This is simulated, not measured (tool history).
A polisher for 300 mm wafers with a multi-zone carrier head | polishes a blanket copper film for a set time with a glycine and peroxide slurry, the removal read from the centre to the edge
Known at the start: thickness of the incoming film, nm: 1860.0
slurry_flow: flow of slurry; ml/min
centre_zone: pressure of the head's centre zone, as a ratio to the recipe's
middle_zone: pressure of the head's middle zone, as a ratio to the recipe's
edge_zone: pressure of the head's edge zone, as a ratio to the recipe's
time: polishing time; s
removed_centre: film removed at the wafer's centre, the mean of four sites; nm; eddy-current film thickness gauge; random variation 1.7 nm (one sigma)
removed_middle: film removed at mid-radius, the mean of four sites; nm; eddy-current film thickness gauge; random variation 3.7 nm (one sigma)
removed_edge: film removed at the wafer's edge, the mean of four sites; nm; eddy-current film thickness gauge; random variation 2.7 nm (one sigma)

Run 1, day 0: slurry_flow 160 ml/min, centre_zone 1, middle_zone 1, edge_zone 1, time 75 s. Result: removed_centre 339.19 nm, removed_middle 356.16 nm, removed_edge 352.53 nm.
Run 2, day 0.042: slurry_flow 160 ml/min, centre_zone 1, middle_zone 0.93, edge_zone 1, time 75 s. Result: removed_centre 343.19 nm, removed_middle 328.21 nm, removed_edge 350.66 nm.
Run 3, day 0.142: slurry_flow 160 ml/min, centre_zone 1, middle_zone 0.93, edge_zone 0.96, time 75 s. Result: removed_centre 344.75 nm, removed_middle 336.32 nm, removed_edge 337.34 nm.
Run 4, day 0.325: slurry_flow 155 ml/min, centre_zone 0.97, middle_zone 0.92, edge_zone 0.94, time 72 s. Result: removed_centre 317.81 nm, removed_middle 316.84 nm, removed_edge 321.08 nm.
Run 5, day 0.492: slurry_flow 155 ml/min, centre_zone 0.97, middle_zone 0.87, edge_zone 0.94, time 72 s. Result: removed_centre 318.67 nm, removed_middle 305.46 nm, removed_edge 318.15 nm.
Run 6, day 0.846: slurry_flow 155 ml/min, centre_zone 0.95, middle_zone 0.88, edge_zone 0.92, time 69 s. Result: removed_centre 298.09 nm, removed_middle 297.14 nm, removed_edge 301.86 nm.
Run 7, day 0.925: slurry_flow 140 ml/min, centre_zone 0.89, middle_zone 0.97, edge_zone 0.82, time 53 s. Result: removed_centre 215.56 nm, removed_middle 238.46 nm, removed_edge 220.06 nm.
Run 8, day 1.058: slurry_flow 145 ml/min, centre_zone 0.89, middle_zone 0.98, edge_zone 0.83, time 53 s. Result: removed_centre 220.27 nm, removed_middle 242.42 nm, removed_edge 222 nm.
Run 9, day 1.308: slurry_flow 145 ml/min, centre_zone 0.89, middle_zone 0.98, edge_zone 0.83, time 53 s. Result: removed_centre 218.19 nm, removed_middle 240.66 nm, removed_edge 222.91 nm.
Run 10, day 1.533: slurry_flow 150 ml/min, centre_zone 0.89, middle_zone 0.99, edge_zone 0.83, time 53 s. Result: removed_centre 222.11 nm, removed_middle 244.88 nm, removed_edge 222.12 nm.
Run 11, day 1.6: slurry_flow 150 ml/min, centre_zone 0.89, middle_zone 1, edge_zone 0.84, time 53 s. Result: removed_centre 222.19 nm, removed_middle 239.37 nm, removed_edge 225.67 nm.
Run 12, day 1.854: slurry_flow 145 ml/min, centre_zone 0.89, middle_zone 1.01, edge_zone 0.83, time 54 s. Result: removed_centre 221.12 nm, removed_middle 243.01 nm, removed_edge 225.65 nm.
At day 2.229: slurry nozzle cleaned.
Run 13, day 2.229: slurry_flow 175 ml/min, centre_zone 0.88, middle_zone 1.08, edge_zone 0.85, time 55 s. Result: removed_centre 247.43 nm, removed_middle 290.78 nm, removed_edge 243 nm.
Run 14, day 2.325: slurry_flow 175 ml/min, centre_zone 0.88, middle_zone 1.08, edge_zone 0.85, time 55 s. Result: removed_centre 248.7 nm, removed_middle 282.54 nm, removed_edge 245.05 nm.
Run 15, day 2.567: slurry_flow 170 ml/min, centre_zone 0.88, middle_zone 1.08, edge_zone 0.85, time 55 s. Result: removed_centre 248.05 nm, removed_middle 287.97 nm, removed_edge 243.1 nm.
Run 16, day 2.712: slurry_flow 165 ml/min, centre_zone 0.88, middle_zone 1.08, edge_zone 0.85, time 55 s. Result: removed_centre 246.18 nm, removed_middle 285.63 nm, removed_edge 246.67 nm.
Run 17, day 2.858: slurry_flow 160 ml/min, centre_zone 0.88, middle_zone 1.08, edge_zone 0.84, time 55 s. Result: removed_centre 249.44 nm, removed_middle 284.3 nm, removed_edge 245.67 nm.

Forecast run 18:
Run 18, day 3.167: slurry_flow 160 ml/min, centre_zone 0.87, middle_zone 1.07, edge_zone 0.84, time 55 s. Result: removed_centre ?, removed_middle ?, removed_edge ?.

{"run 18": {"removed_centre": 244.61, "removed_middle": 282.28, "removed_edge": 240.66}}

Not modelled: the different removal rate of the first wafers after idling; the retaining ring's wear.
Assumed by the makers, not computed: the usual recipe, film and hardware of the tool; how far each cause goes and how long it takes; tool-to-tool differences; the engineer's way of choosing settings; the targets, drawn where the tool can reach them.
